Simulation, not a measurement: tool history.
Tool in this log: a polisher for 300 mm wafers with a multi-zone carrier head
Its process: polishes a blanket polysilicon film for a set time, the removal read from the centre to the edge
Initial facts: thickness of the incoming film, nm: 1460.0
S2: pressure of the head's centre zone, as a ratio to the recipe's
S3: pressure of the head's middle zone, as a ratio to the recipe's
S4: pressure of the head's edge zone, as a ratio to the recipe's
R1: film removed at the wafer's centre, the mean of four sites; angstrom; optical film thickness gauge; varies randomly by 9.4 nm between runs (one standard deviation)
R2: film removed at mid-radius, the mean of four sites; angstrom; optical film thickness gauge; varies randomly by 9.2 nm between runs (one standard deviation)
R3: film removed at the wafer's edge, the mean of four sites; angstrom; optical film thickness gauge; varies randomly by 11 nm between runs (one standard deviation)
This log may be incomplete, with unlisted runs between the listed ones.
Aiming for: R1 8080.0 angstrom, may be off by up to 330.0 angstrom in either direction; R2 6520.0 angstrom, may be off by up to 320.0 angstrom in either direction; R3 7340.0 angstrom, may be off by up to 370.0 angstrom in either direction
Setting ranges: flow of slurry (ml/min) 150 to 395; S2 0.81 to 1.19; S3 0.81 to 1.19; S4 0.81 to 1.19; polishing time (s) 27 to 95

Run 1, hour 0.0: flow of slurry (ml/min) 250, S2 1.00, S3 1.00, S4 1.00, polishing time (s) 61. Result: R1 5240.1 angstrom, R2 5273.8 angstrom, R3 5230.6 angstrom.
Run 2, hour 6.4: flow of slurry (ml/min) 250, S2 1.00, S3 1.00, S4 0.96, polishing time (s) 61. Result: R1 5335.2 angstrom, R2 5173.6 angstrom, R3 4988.9 angstrom.
Run 3, hour 10.6: flow of slurry (ml/min) 250, S2 1.00, S3 1.00, S4 1.01, polishing time (s) 61. Result: R1 5214.3 angstrom, R2 5230.6 angstrom, R3 5279.4 angstrom.
Run 4, hour 17.1: flow of slurry (ml/min) 250, S2 1.00, S3 1.00, S4 1.08, polishing time (s) 61. Result: R1 5253.0 angstrom, R2 5152.8 angstrom, R3 5372.9 angstrom.
Run 5, hour 24.7: flow of slurry (ml/min) 250, S2 1.08, S3 1.00, S4 1.08, polishing time (s) 61. Result: R1 5704.3 angstrom, R2 5195.4 angstrom, R3 5270.9 angstrom.
Run 6, hour 30.8: flow of slurry (ml/min) 250, S2 1.08, S3 1.04, S4 1.08, polishing time (s) 61. Result: R1 5675.5 angstrom, R2 5395.5 angstrom, R3 5465.1 angstrom.
Run 7, hour 36.0: flow of slurry (ml/min) 250, S2 1.09, S3 1.03, S4 1.09, polishing time (s) 63. Result: R1 5839.8 angstrom, R2 5538.2 angstrom, R3 5712.3 angstrom.
Run 8, hour 42.5: flow of slurry (ml/min) 255, S2 1.10, S3 1.02, S4 1.10, polishing time (s) 65. Result: R1 6091.3 angstrom, R2 5713.6 angstrom, R3 5609.9 angstrom.
Run 9, hour 44.2: flow of slurry (ml/min) 240, S2 1.10, S3 0.99, S4 1.11, polishing time (s) 68. Result: R1 6331.6 angstrom, R2 5733.1 angstrom, R3 6160.8 angstrom.
Run 10, hour 52.7: flow of slurry (ml/min) 240, S2 1.11, S3 0.98, S4 1.11, polishing time (s) 69. Result: R1 6657.2 angstrom, R2 5744.1 angstrom, R3 6038.8 angstrom.
Run 11, hour 55.8: flow of slurry (ml/min) 235, S2 1.11, S3 0.98, S4 1.12, polishing time (s) 70. Result: R1 6658.5 angstrom, R2 5902.6 angstrom, R3 6143.8 angstrom.
Run 12, hour 62.8: flow of slurry (ml/min) 230, S2 1.11, S3 0.97, S4 1.13, polishing time (s) 72. Result: R1 6839.2 angstrom, R2 5906.2 angstrom, R3 6377.2 angstrom.
Run 13, hour 66.5: flow of slurry (ml/min) 225, S2 1.12, S3 0.97, S4 1.13, polishing time (s) 73. Result: R1 6916.3 angstrom, R2 5918.2 angstrom, R3 6741.5 angstrom.
Run 14, hour 74.6: flow of slurry (ml/min) 225, S2 1.13, S3 0.97, S4 1.13, polishing time (s) 74. Result: R1 7091.4 angstrom, R2 6098.7 angstrom, R3 6723.3 angstrom.

4 candidate next runs follow, results not yet known. Just one meets every target within its allowed miss. Identify it.
Run A, hour 82.7: flow of slurry (ml/min) 260, S2 1.06, S3 1.19, S4 1.15, polishing time (s) 69. Result: R1 ?, R2 ?, R3 ?.
Run B, hour 82.7: flow of slurry (ml/min) 320, S2 1.14, S3 0.92, S4 1.10, polishing time (s) 80. Result: R1 ?, R2 ?, R3 ?.
Run C, hour 82.7: flow of slurry (ml/min) 295, S2 1.06, S3 1.18, S4 1.10, polishing time (s) 67. Result: R1 ?, R2 ?, R3 ?.
Run D, hour 82.7: flow of slurry (ml/min) 150, S2 0.84, S3 0.84, S4 1.19, polishing time (s) 92. Result: R1 ?, R2 ?, R3 ?.

move      R1      R2      R3
   A  6290.8  6885.6  6257.2
   B  7989.5  6527.8  7213.7
   C  6183.8  6711.9  5990.1
   D  6195.9  6459.4  8169.6
A: further off than the last run
B: every result lands within tolerance
C: further off than the last run
D: further off than the last run
B is the move that brings every result within its allowed miss.
